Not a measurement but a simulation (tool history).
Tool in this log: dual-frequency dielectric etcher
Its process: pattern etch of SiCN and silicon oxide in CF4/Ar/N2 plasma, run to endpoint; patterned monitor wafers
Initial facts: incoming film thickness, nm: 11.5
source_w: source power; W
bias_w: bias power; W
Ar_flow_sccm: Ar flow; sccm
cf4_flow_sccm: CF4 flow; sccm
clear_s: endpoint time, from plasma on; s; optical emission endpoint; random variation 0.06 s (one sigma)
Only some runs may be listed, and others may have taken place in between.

Run 1, hour 0.0: source_w 560 W, bias_w 89 W, Ar_flow_sccm 135 sccm, cf4_flow_sccm 63 sccm. Result: clear_s 10.802 s.
Run 2, hour 3.3: source_w 560 W, bias_w 89 W, Ar_flow_sccm 146 sccm, cf4_flow_sccm 63 sccm. Result: clear_s 10.877 s.
Run 3, hour 5.9: source_w 510 W, bias_w 86 W, Ar_flow_sccm 147 sccm, cf4_flow_sccm 63 sccm. Result: clear_s 12.112 s.
Run 4, hour 9.0: source_w 470 W, bias_w 86 W, Ar_flow_sccm 147 sccm, cf4_flow_sccm 63 sccm. Result: clear_s 13.172 s.
Run 5, hour 12.8: source_w 440 W, bias_w 86 W, Ar_flow_sccm 147 sccm, cf4_flow_sccm 63 sccm. Result: clear_s 14.011 s.
Run 6, hour 21.7: source_w 440 W, bias_w 86 W, Ar_flow_sccm 162 sccm, cf4_flow_sccm 63 sccm. Result: clear_s 14.223 s.

What will run 7 give?
Run 7, hour 30.6: source_w 420 W, bias_w 86 W, Ar_flow_sccm 162 sccm, cf4_flow_sccm 63 sccm. Result: clear_s ?.

{"run 7": {"clear_s": 14.891}}

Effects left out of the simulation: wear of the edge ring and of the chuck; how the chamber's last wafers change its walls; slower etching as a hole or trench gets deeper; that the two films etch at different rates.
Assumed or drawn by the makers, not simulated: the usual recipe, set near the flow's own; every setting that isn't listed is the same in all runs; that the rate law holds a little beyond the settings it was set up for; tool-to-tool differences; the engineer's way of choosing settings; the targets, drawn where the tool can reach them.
